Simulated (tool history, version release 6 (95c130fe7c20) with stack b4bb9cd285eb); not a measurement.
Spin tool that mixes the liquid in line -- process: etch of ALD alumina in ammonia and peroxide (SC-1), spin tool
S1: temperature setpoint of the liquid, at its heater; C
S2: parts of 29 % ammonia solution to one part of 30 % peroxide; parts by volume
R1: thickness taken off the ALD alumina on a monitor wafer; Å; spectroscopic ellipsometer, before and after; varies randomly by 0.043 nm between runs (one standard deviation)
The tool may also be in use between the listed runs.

{"run": 1, "day": 0.0, "S1": 48, "S2": 1, "time under the liquid (s)": 270, "R1": 126.79}
{"run": 2, "day": 0.296, "S1": 45, "S2": 1, "time under the liquid (s)": 270, "R1": 105.6}
{"run": 3, "day": 0.404, "S1": 45, "S2": 1, "time under the liquid (s)": 270, "R1": 106.6}
{"run": 4, "day": 0.742, "S1": 45, "S2": 1, "time under the liquid (s)": 290, "R1": 113.01}
{"run": 5, "day": 0.858, "S1": 38.5, "S2": 1, "time under the liquid (s)": 290, "R1": 78.239}
{"run": 6, "day": 1.025, "S1": 38.5, "S2": 0.95, "time under the liquid (s)": 290, "R1": 77.821}
{"run": 7, "day": 1.146, "S1": 38.5, "S2": 0.9, "time under the liquid (s)": 290, "R1": 77.81}

Predict the results of run 8:
{"run": 8, "day": 1.508, "S1": 38.5, "S2": 0.85, "time under the liquid (s)": 290, "R1": "?"}

{"run 8": {"R1": 76.744}}
